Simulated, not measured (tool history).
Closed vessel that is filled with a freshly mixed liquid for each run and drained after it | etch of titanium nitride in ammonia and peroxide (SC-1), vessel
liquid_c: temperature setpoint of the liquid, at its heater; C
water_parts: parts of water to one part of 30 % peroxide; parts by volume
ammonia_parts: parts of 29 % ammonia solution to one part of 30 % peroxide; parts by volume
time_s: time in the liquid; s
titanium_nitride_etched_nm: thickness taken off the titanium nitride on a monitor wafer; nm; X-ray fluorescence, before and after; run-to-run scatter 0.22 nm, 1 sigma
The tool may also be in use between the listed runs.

run	day	liquid_c	water_parts	ammonia_parts	time_s	titanium_nitride_etched_nm
1	0	48	8	0.45	265	16.26
2	0.05	48	10	0.45	265	14.156
3	0.171	49	10	0.45	265	15.047
4	0.383	49.5	10	0.45	265	15.685
5	0.571	49.5	10	0.35	265	14.995
6	0.792	50	10	0.35	265	15.306
7	0.908	50.5	10	0.35	265	15.99

Run 8 is up next; what results do you expect?
# day 1.25: thermometer replaced
8	1.25	51	10	0.35	265	?

{"run 8": {"titanium_nitride_etched_nm": 14.809}}
